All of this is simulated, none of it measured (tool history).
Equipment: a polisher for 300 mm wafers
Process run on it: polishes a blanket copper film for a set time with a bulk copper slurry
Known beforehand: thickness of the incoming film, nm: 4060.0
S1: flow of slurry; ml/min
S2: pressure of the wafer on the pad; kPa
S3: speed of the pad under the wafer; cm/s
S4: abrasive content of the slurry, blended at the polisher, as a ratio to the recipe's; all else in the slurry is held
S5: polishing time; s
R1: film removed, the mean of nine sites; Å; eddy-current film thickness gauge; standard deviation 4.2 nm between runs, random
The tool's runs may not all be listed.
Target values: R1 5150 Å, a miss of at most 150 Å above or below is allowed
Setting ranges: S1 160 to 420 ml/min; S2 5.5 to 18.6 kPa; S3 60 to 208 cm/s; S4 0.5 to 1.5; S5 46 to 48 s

{"run": 1, "hour": 0.0, "S1": 270, "S2": 11.7, "S3": 134, "S4": 1, "S5": 46, "R1": 2938}
{"run": 2, "hour": 7.1, "S1": 270, "S2": 11.7, "S3": 146, "S4": 1, "S5": 46, "R1": 3166.4}
{"run": 3, "hour": 10.9, "S1": 270, "S2": 11.7, "S3": 146, "S4": 1.15, "S5": 46, "R1": 3310.2}
{"run": 4, "hour": 16.6, "S1": 270, "S2": 12.4, "S3": 146, "S4": 1.15, "S5": 46, "R1": 3538.1}
{"run": 5, "hour": 21.9, "S1": 270, "S2": 13.8, "S3": 146, "S4": 1.15, "S5": 46, "R1": 3905.3}
{"run": 6, "hour": 27.3, "S1": 270, "S2": 15.9, "S3": 146, "S4": 1.15, "S5": 46, "R1": 4371.9}
{"run": 7, "hour": 34.6, "S1": 270, "S2": 16.5, "S3": 146, "S4": 1.15, "S5": 46, "R1": 4523.7}
{"run": 8, "hour": 41.1, "S1": 270, "S2": 17.2, "S3": 146, "S4": 1.15, "S5": 46, "R1": 4692.1}
{"run": 9, "hour": 41.7, "S1": 275, "S2": 17.9, "S3": 146, "S4": 1.15, "S5": 46, "R1": 4842.3}

Next run, 5 choices. One meets every target within its allowed miss, the rest don't. Which?
{"run": "A", "hour": 42.3, "S1": 280, "S2": 16.5, "S3": 152, "S4": 1.15, "S5": 46, "R1": "?"}
{"run": "B", "hour": 42.3, "S1": 290, "S2": 16.5, "S3": 160, "S4": 1.2, "S5": 47, "R1": "?"}
{"run": "C", "hour": 42.3, "S1": 210, "S2": 17.2, "S3": 138, "S4": 1.4, "S5": 48, "R1": "?"}
{"run": "D", "hour": 42.3, "S1": 280, "S2": 17.2, "S3": 138, "S4": 1.2, "S5": 46, "R1": "?"}
{"run": "E", "hour": 42.3, "S1": 245, "S2": 17.2, "S3": 138, "S4": 0.95, "S5": 48, "R1": "?"}

move=A R1=4732.3
move=B R1=5136.9
move=C R1=4783.6
move=D R1=4552.1
move=E R1=4408.2
A: lands further from the targets than the last run did
B: meets every target
C: lands further from the targets than the last run did
D: lands further from the targets than the last run did
E: lands further from the targets than the last run did
B is the move that brings every result within its allowed miss.
